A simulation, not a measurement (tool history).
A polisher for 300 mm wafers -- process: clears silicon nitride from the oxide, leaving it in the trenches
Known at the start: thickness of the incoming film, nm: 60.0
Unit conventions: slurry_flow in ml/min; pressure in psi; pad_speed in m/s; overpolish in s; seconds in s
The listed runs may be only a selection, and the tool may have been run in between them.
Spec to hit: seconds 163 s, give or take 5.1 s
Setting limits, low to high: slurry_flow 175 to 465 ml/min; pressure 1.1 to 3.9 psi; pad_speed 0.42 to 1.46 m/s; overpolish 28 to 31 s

Run 1, day 0: slurry_flow 295 ml/min, pressure 2.5 psi, pad_speed 0.94 m/s, overpolish 28 s. Result: seconds 87.403 s.
Run 2, day 0.312: slurry_flow 260 ml/min, pressure 2.5 psi, pad_speed 0.94 m/s, overpolish 28 s. Result: seconds 88.317 s.
Run 3, day 0.55: slurry_flow 260 ml/min, pressure 2.5 psi, pad_speed 1.02 m/s, overpolish 28 s. Result: seconds 80.147 s.
Run 4, day 0.833: slurry_flow 260 ml/min, pressure 2.5 psi, pad_speed 0.86 m/s, overpolish 28 s. Result: seconds 96.963 s.
Run 5, day 1: slurry_flow 235 ml/min, pressure 2.5 psi, pad_speed 0.86 m/s, overpolish 28 s. Result: seconds 96.899 s.
Run 6, day 1.083: slurry_flow 235 ml/min, pressure 2.2 psi, pad_speed 0.86 m/s, overpolish 28 s. Result: seconds 108.76 s.
Run 7, day 1.283: slurry_flow 235 ml/min, pressure 2 psi, pad_speed 0.86 m/s, overpolish 28 s. Result: seconds 120.65 s.
Run 8, day 1.392: slurry_flow 235 ml/min, pressure 1.8 psi, pad_speed 0.86 m/s, overpolish 28 s. Result: seconds 134.81 s.
Run 9, day 1.5: slurry_flow 235 ml/min, pressure 1.8 psi, pad_speed 0.86 m/s, overpolish 28 s. Result: seconds 131.46 s.
Run 10, day 1.712: slurry_flow 235 ml/min, pressure 1.7 psi, pad_speed 0.86 m/s, overpolish 28 s. Result: seconds 142.15 s.
Run 11, day 1.788: slurry_flow 235 ml/min, pressure 1.6 psi, pad_speed 0.86 m/s, overpolish 28 s. Result: seconds 149.76 s.

Next run, 5 choices. One meets every target within its allowed miss, the rest don't. Which?
Run A, day 1.862: slurry_flow 175 ml/min, pressure 1.6 psi, pad_speed 0.92 m/s, overpolish 31 s. Result: seconds ?.
Run B, day 1.862: slurry_flow 205 ml/min, pressure 1.7 psi, pad_speed 0.88 m/s, overpolish 31 s. Result: seconds ?.
Run C, day 1.862: slurry_flow 280 ml/min, pressure 2 psi, pad_speed 0.56 m/s, overpolish 28 s. Result: seconds ?.
Run D, day 1.862: slurry_flow 270 ml/min, pressure 1.3 psi, pad_speed 0.96 m/s, overpolish 31 s. Result: seconds ?.
Run E, day 1.862: slurry_flow 285 ml/min, pressure 1.7 psi, pad_speed 0.92 m/s, overpolish 28 s. Result: seconds ?.

move  seconds
   A   146.52
   B   140.52
   C   178.26
   D   160.76
   E   129.08
A: lands further from the targets than the last run did
B: lands further from the targets than the last run did
C: takes the biggest miss from the last run beyond its target
D: all results land within tolerance of their targets
E: lands further from the targets than the last run did
The move that meets every target is D.

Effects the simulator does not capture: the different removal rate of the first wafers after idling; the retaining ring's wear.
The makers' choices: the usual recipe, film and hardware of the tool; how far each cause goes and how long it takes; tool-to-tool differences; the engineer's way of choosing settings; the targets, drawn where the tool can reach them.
